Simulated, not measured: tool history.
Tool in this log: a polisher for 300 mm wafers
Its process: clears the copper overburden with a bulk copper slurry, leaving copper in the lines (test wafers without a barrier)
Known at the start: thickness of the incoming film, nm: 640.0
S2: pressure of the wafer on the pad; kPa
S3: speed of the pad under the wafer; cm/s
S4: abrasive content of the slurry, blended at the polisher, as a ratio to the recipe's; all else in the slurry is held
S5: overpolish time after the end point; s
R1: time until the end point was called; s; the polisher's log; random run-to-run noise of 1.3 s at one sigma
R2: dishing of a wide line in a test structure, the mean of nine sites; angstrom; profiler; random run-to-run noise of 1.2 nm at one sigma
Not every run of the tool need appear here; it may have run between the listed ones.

run 1 hour=0.0 | flow_of_slurry_(ml/min)=150 S2=13.1 S3=110 S4=1.0 S5=23 | R1=115.35 R2=576.20
run 2 hour=8.7 | flow_of_slurry_(ml/min)=150 S2=13.1 S3=110 S4=0.9 S5=23 | R1=116.82 R2=557.66
run 3 hour=13.2 | flow_of_slurry_(ml/min)=150 S2=13.8 S3=110 S4=0.9 S5=24 | R1=109.92 R2=616.53
run 4 hour=17.5 | flow_of_slurry_(ml/min)=150 S2=10.3 S3=110 S4=0.9 S5=24 | R1=146.66 R2=495.63
run 5 hour=22.6 | flow_of_slurry_(ml/min)=150 S2=8.3 S3=110 S4=0.9 S5=24 | R1=184.12 R2=429.75
run 6 hour=25.2 | flow_of_slurry_(ml/min)=150 S2=9.7 S3=110 S4=0.9 S5=25 | R1=157.13 R2=481.18
run 7 hour=32.7 | flow_of_slurry_(ml/min)=150 S2=11.0 S3=110 S4=0.9 S5=26 | R1=135.84 R2=538.45

Run 8, settings as shown, results not yet in. Your forecast:
run 8 hour=38.2 | flow_of_slurry_(ml/min)=150 S2=11.7 S3=110 S4=0.9 S5=27 | R1=? R2=?

{"run 8": {"R1": 127.26, "R2": 568.56}}
